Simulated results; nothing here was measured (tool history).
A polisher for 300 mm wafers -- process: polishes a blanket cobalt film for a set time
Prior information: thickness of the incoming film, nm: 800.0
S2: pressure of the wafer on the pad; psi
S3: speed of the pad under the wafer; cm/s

Run 1, hour 0: flow of slurry (ml/min) 265, S2 2.3 psi, S3 82 cm/s, polishing time (s) 41. Result: film removed (nm) 170.2.
Run 2, hour 8.8: flow of slurry (ml/min) 330, S2 2.3 psi, S3 82 cm/s, polishing time (s) 41. Result: film removed (nm) 174.23.
Run 3, hour 10.9: flow of slurry (ml/min) 325, S2 2.1 psi, S3 82 cm/s, polishing time (s) 41. Result: film removed (nm) 159.42.
Run 4, hour 13: flow of slurry (ml/min) 320, S2 1.9 psi, S3 82 cm/s, polishing time (s) 41. Result: film removed (nm) 148.9.
Run 5, hour 21.5: flow of slurry (ml/min) 315, S2 1.7 psi, S3 82 cm/s, polishing time (s) 41. Result: film removed (nm) 133.04.
Run 6, hour 24: flow of slurry (ml/min) 315, S2 2.1 psi, S3 82 cm/s, polishing time (s) 41. Result: film removed (nm) 159.83.
Run 7, hour 25.5: flow of slurry (ml/min) 315, S2 2.1 psi, S3 82 cm/s, polishing time (s) 41. Result: film removed (nm) 159.04.
Run 8, hour 31.6: flow of slurry (ml/min) 310, S2 1.9 psi, S3 82 cm/s, polishing time (s) 41. Result: film removed (nm) 147.07.
Run 9, hour 35: flow of slurry (ml/min) 310, S2 1.7 psi, S3 82 cm/s, polishing time (s) 41. Result: film removed (nm) 132.84.
At hour 39.5: head pressure recalibrated.
Run 10, hour 39.5: flow of slurry (ml/min) 300, S2 1.6 psi, S3 82 cm/s, polishing time (s) 41. Result: film removed (nm) 138.29.
Run 11, hour 48.4: flow of slurry (ml/min) 310, S2 1.5 psi, S3 80 cm/s, polishing time (s) 41. Result: film removed (nm) 128.92.
Run 12, hour 54.4: flow of slurry (ml/min) 310, S2 1.4 psi, S3 78 cm/s, polishing time (s) 41. Result: film removed (nm) 119.86.
Run 13, hour 56.3: flow of slurry (ml/min) 310, S2 1.4 psi, S3 78 cm/s, polishing time (s) 41. Result: film removed (nm) 121.02.
Run 14, hour 58.1: flow of slurry (ml/min) 310, S2 1.3 psi, S3 78 cm/s, polishing time (s) 41. Result: film removed (nm) 113.68.

Estimate the outcome of run 15 from the log above:
Run 15, hour 60.2: flow of slurry (ml/min) 310, S2 1.2 psi, S3 78 cm/s, polishing time (s) 41. Result: film removed (nm) ?.

{"run 15": {"film removed (nm)": 107.15}}

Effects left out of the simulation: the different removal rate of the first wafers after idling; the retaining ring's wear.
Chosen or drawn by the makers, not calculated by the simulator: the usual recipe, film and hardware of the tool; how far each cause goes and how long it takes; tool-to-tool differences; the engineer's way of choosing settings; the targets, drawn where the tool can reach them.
